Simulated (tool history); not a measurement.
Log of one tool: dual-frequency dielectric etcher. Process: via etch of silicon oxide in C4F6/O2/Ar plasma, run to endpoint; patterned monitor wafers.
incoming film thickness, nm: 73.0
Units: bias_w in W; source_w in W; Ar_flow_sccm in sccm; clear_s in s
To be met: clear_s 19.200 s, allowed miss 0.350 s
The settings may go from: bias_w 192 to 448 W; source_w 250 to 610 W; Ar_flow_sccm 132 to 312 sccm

run  hour  bias_w  source_w  Ar_flow_sccm  clear_s
  1   0.0     320       430           222   15.575
  2   1.3     297       410           224   16.378
  3   4.9     297       410           241   16.466
  4   9.3     297       410           226   16.368
  5  13.0     278       400           227   17.039
  6  19.3     262       400           227   17.450
  7  25.3     250       400           227   17.676
  8  26.3     239       400           227   18.000
  9  27.2     231       400           227   18.121
 10  31.2     192       370           230   20.356
 11  37.8     199       370           230   20.135

4 next moves are on the table. One of them brings every result within its allowed miss. Which?
  A  44.4     192       360           172        ?
  B  44.4     206       350           224        ?
  C  44.4     213       380           208        ?
  D  44.4     192       380           232        ?

move  clear_s
   A   20.033
   B   20.297
   C   19.098
   D   20.065
A: nearer than the last run, and not there yet
B: further off than the last run
C: meets every target
D: nearer than the last run, and not there yet
The right move is C.

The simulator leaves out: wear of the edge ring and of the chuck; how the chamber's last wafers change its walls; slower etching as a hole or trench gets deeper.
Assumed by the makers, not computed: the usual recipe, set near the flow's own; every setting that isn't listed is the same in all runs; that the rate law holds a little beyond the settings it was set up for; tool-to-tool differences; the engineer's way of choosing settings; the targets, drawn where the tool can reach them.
